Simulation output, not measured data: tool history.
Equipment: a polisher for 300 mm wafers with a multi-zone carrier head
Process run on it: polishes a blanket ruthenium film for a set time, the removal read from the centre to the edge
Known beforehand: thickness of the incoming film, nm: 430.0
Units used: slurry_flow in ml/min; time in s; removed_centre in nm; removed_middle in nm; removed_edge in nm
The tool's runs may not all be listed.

| run | hour | slurry_flow | centre_zone | middle_zone | edge_zone | time | removed_centre | removed_middle | removed_edge |
|---|---|---|---|---|---|---|---|---|---|
| 1 | 0 | 255 | 1 | 1 | 1 | 45 | 63.279 | 63.967 | 62.528 |
| 2 | 4.9 | 255 | 1 | 1 | 1 | 53 | 76.158 | 76.597 | 75.165 |
| 3 | 12.6 | 255 | 1 | 1 | 1 | 57 | 83.019 | 82.615 | 77.977 |
| 4 | 13.9 | 250 | 1.01 | 0.98 | 0.97 | 52 | 74.745 | 73.035 | 69.539 |
| 5 | 15.2 | 250 | 1.01 | 1.05 | 0.97 | 52 | 74.528 | 74.28 | 71.679 |
| 6 | 20.6 | 235 | 1.03 | 1.04 | 0.96 | 48 | 70.435 | 69.739 | 64.54 |
| 7 | 21.5 | 250 | 1.04 | 1 | 0.96 | 44 | 65.718 | 61.821 | 59.494 |
| 8 | 22.4 | 255 | 1.04 | 0.98 | 0.95 | 41 | 60.026 | 56.16 | 56.735 |
| 9 | 30.1 | 255 | 1.04 | 0.98 | 0.95 | 41 | 61.923 | 57.656 | 54.069 |
| 10 | 30.9 | 255 | 1.04 | 0.95 | 0.97 | 39 | 58.219 | 54.601 | 53.701 |
| 11 | 31.4 | 260 | 1.04 | 0.93 | 0.96 | 38 | 58.132 | 52.057 | 52.142 |
| 12 | 36.9 | 260 | 1.02 | 0.91 | 0.94 | 37 | 53.677 | 49.548 | 49.073 |
| 13 | 43.5 | 260 | 1.02 | 0.89 | 0.93 | 37 | 54.588 | 49.879 | 48.946 |

The next listed run, before its measurement:
| 14 | 52 | 260 | 1.02 | 0.88 | 0.93 | 36 | ? | ? | ? |

{"run 14": {"removed_centre": 53.182, "removed_middle": 47.032, "removed_edge": 47.966}}
